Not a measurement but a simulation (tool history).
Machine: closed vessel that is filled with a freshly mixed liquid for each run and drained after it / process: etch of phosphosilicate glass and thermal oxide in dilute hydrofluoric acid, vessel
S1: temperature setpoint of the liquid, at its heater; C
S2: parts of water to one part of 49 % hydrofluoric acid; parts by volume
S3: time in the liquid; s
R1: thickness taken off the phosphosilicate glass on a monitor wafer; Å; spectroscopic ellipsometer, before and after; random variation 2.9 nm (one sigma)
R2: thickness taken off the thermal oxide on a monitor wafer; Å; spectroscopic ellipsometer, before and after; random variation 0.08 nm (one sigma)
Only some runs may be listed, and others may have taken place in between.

| run | hour | S1 | S2 | S3 | R1 | R2 |
|---|---|---|---|---|---|---|
| 1 | 0 | 24 | 50 | 60 | 2573.6 | 62.822 |
| 2 | 4.2 | 21 | 50 | 60 | 2292.5 | 55.745 |
| 3 | 5.9 | 22.5 | 50 | 60 | 2412.6 | 58.895 |
| 4 | 7.6 | 22.5 | 35 | 60 | 3484.4 | 86.468 |
| 5 | 14.9 | 22.5 | 35 | 80 | 4780 | 114.97 |
| 6 | 19.8 | 22.5 | 35 | 100 | 5900.8 | 141.37 |
| 7 | 26 | 22 | 35 | 100 | 5775.1 | 140.57 |
| 8 | 31.3 | 21.5 | 35 | 100 | 5704.7 | 134.78 |
| 9 | 34.4 | 21.5 | 35 | 100 | 5726.8 | 136.94 |
| 10 | 42.2 | 21 | 35 | 100 | 5426.5 | 133.55 |

For run 11, what comes out?
| 11 | 50.7 | 20.5 | 35 | 100 | ? | ? |

R1: 5472.8 Å
R2: 131.26 Å

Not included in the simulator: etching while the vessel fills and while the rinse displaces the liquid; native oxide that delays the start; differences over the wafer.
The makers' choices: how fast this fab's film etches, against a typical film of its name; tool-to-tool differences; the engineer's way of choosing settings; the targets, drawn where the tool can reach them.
